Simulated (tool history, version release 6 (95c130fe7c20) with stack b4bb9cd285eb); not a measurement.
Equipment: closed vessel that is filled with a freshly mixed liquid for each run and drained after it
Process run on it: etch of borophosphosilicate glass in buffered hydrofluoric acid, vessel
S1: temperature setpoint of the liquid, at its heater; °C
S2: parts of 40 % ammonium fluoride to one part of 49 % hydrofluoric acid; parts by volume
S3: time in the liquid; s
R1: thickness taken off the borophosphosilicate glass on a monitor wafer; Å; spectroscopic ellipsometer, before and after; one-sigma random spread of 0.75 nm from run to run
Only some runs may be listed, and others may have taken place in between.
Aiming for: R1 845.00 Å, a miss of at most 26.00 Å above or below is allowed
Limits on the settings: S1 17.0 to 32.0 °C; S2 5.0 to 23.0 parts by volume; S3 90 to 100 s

Run 1, hour 0.0: S1 24.0 °C, S2 14.0 parts by volume, S3 90 s. Result: R1 1512.30 Å.
Run 2, hour 5.9: S1 27.0 °C, S2 14.0 parts by volume, S3 90 s. Result: R1 1768.60 Å.
Run 3, hour 12.5: S1 28.0 °C, S2 14.0 parts by volume, S3 90 s. Result: R1 1861.70 Å.
Run 4, hour 13.6: S1 28.0 °C, S2 16.5 parts by volume, S3 90 s. Result: R1 1587.30 Å.
Run 5, hour 16.9: S1 28.0 °C, S2 16.5 parts by volume, S3 90 s. Result: R1 1573.10 Å.
Run 6, hour 24.6: S1 28.0 °C, S2 16.5 parts by volume, S3 90 s. Result: R1 1541.80 Å.
Run 7, hour 28.6: S1 27.0 °C, S2 16.5 parts by volume, S3 90 s. Result: R1 1486.80 Å.
Run 8, hour 35.1: S1 26.0 °C, S2 16.5 parts by volume, S3 90 s. Result: R1 1413.90 Å.
Run 9, hour 38.1: S1 25.0 °C, S2 16.5 parts by volume, S3 90 s. Result: R1 1351.50 Å.
Run 10, hour 40.0: S1 24.0 °C, S2 16.5 parts by volume, S3 90 s. Result: R1 1269.90 Å.
Run 11, hour 42.3: S1 23.5 °C, S2 16.5 parts by volume, S3 90 s. Result: R1 1251.10 Å.
Run 12, hour 50.8: S1 19.5 °C, S2 18.0 parts by volume, S3 90 s. Result: R1 910.36 Å.

Consider the 4 candidate settings below. Which is the only one whose results all fall within their allowed miss of target?
Run A, hour 59.3: S1 18.0 °C, S2 16.0 parts by volume, S3 95 s. Result: R1 ?.
Run B, hour 59.3: S1 19.5 °C, S2 19.5 parts by volume, S3 90 s. Result: R1 ?.
Run C, hour 59.3: S1 18.5 °C, S2 17.0 parts by volume, S3 90 s. Result: R1 ?.
Run D, hour 59.3: S1 19.5 °C, S2 18.5 parts by volume, S3 90 s. Result: R1 ?.

move      R1
   A  990.54
   B  838.79
   C  908.83
   D  883.74
A: moves away from the targets compared with the last run
B: every result within its allowed miss
C: just as far off the targets as the last run
D: better than the last run, though not everything is in spec
The right move is B.
